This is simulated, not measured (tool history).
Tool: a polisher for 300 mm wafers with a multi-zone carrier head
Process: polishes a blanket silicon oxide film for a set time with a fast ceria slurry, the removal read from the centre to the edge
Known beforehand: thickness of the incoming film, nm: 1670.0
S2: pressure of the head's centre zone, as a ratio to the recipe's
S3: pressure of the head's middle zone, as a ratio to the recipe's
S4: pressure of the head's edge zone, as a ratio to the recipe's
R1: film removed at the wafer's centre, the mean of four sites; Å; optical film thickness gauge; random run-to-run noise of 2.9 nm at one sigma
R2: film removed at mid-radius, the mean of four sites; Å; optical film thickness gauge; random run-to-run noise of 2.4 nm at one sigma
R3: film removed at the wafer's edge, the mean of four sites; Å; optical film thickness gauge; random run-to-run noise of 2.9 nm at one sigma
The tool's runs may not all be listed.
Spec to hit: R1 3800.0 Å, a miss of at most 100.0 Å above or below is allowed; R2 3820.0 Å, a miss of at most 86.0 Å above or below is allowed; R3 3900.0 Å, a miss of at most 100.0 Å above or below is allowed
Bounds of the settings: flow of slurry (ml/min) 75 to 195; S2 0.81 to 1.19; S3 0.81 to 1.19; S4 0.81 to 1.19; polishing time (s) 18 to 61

run 1 hour=0.0 | flow_of_slurry_(ml/min)=125 S2=1.00 S3=1.00 S4=1.00 polishing_time_(s)=39 | R1=5397.4 R2=5239.2 R3=5248.9
run 2 hour=2.4 | flow_of_slurry_(ml/min)=125 S2=1.00 S3=1.04 S4=1.00 polishing_time_(s)=39 | R1=5365.3 R2=5396.2 R3=5256.7
run 3 hour=6.0 | flow_of_slurry_(ml/min)=125 S2=1.00 S3=1.04 S4=1.08 polishing_time_(s)=39 | R1=5348.6 R2=5314.6 R3=5428.5
run 4 hour=8.9 | flow_of_slurry_(ml/min)=125 S2=1.00 S3=1.04 S4=1.04 polishing_time_(s)=39 | R1=5321.4 R2=5393.5 R3=5391.2
run 5 hour=17.1 | flow_of_slurry_(ml/min)=125 S2=1.00 S3=1.09 S4=1.04 polishing_time_(s)=39 | R1=5307.4 R2=5484.7 R3=5332.2
run 6 hour=24.6 | flow_of_slurry_(ml/min)=125 S2=1.00 S3=1.09 S4=1.04 polishing_time_(s)=33 | R1=4512.4 R2=4689.5 R3=4504.7
run 7 hour=29.4 | flow_of_slurry_(ml/min)=115 S2=0.99 S3=1.06 S4=1.02 polishing_time_(s)=33 | R1=4362.3 R2=4485.9 R3=4449.9
run 8 hour=37.8 | flow_of_slurry_(ml/min)=110 S2=0.99 S3=1.05 S4=1.00 polishing_time_(s)=33 | R1=4338.2 R2=4456.6 R3=4363.0
run 9 hour=45.0 | flow_of_slurry_(ml/min)=105 S2=0.98 S3=1.03 S4=0.98 polishing_time_(s)=33 | R1=4240.7 R2=4429.4 R3=4337.7
run 10 hour=50.5 | flow_of_slurry_(ml/min)=100 S2=0.98 S3=1.01 S4=0.97 polishing_time_(s)=33 | R1=4266.9 R2=4251.1 R3=4278.1
run 11 hour=53.4 | flow_of_slurry_(ml/min)=95 S2=0.97 S3=1.00 S4=0.96 polishing_time_(s)=33 | R1=4091.9 R2=4171.3 R3=4206.6
run 12 hour=57.7 | flow_of_slurry_(ml/min)=90 S2=0.97 S3=0.99 S4=0.95 polishing_time_(s)=33 | R1=4074.3 R2=4165.9 R3=4100.2
run 13 hour=62.1 | flow_of_slurry_(ml/min)=85 S2=0.96 S3=0.98 S4=0.95 polishing_time_(s)=33 | R1=4018.0 R2=4054.2 R3=4085.2
run 14 hour=65.9 | flow_of_slurry_(ml/min)=85 S2=0.95 S3=0.97 S4=0.94 polishing_time_(s)=33 | R1=3907.6 R2=4051.0 R3=4105.9
run 15 hour=69.1 | flow_of_slurry_(ml/min)=75 S2=0.97 S3=0.93 S4=0.87 polishing_time_(s)=32 | R1=3717.6 R2=3676.4 R3=3737.1

Which one of the following 5 next-run settings gets every result inside its allowed miss? There is exactly one.
run A hour=72.3 | flow_of_slurry_(ml/min)=100 S2=0.99 S3=0.94 S4=0.83 polishing_time_(s)=30 | R1=? R2=? R3=?
run B hour=72.3 | flow_of_slurry_(ml/min)=75 S2=0.94 S3=0.86 S4=0.93 polishing_time_(s)=32 | R1=? R2=? R3=?
run C hour=72.3 | flow_of_slurry_(ml/min)=100 S2=0.95 S3=0.92 S4=0.92 polishing_time_(s)=31 | R1=? R2=? R3=?
run D hour=72.3 | flow_of_slurry_(ml/min)=90 S2=0.91 S3=0.94 S4=0.83 polishing_time_(s)=31 | R1=? R2=? R3=?
run E hour=72.3 | flow_of_slurry_(ml/min)=75 S2=0.96 S3=0.88 S4=0.93 polishing_time_(s)=32 | R1=? R2=? R3=?

move=A R1=3872.1 R2=3723.1 R3=3560.6
move=B R1=3636.4 R2=3535.2 R3=3832.4
move=C R1=3837.9 R2=3799.1 R3=3855.5
move=D R1=3580.7 R2=3762.4 R3=3622.9
move=E R1=3714.8 R2=3581.8 R3=3831.6
A: further off than the last run
B: further off than the last run
C: all results land within tolerance of their targets
D: brings the last run's worst result on target, with another outside its allowed miss
E: further off than the last run
So the answer is move C, the one that meets all the targets.
